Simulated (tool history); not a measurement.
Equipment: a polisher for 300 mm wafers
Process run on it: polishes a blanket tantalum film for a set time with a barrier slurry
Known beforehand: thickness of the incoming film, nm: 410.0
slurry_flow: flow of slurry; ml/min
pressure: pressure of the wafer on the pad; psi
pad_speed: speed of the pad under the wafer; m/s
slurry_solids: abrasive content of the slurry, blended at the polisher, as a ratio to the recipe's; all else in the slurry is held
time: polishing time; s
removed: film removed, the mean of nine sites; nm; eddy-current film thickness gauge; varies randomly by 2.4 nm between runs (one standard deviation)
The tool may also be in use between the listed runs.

run,hour,slurry_flow,pressure,pad_speed,slurry_solids,time,removed
1,0.0,130,1.8,1.04,1.0,99,185.88
2,3.2,160,1.8,1.04,1.0,99,189.55
3,11.3,160,1.8,1.04,1.0,99,191.81
4,18.7,175,1.8,1.04,1.0,99,194.52
5,25.7,175,1.8,1.04,1.1,99,199.95
6,28.2,175,2.1,1.04,1.1,99,230.42
7,34.9,175,2.1,1.04,1.1,99,228.55
8,37.8,175,2.3,1.06,1.1,99,261.30

What will run 9 give?
9,40.2,175,2.4,1.06,1.1,99,?

{"run 9": {"removed": 269.08}}

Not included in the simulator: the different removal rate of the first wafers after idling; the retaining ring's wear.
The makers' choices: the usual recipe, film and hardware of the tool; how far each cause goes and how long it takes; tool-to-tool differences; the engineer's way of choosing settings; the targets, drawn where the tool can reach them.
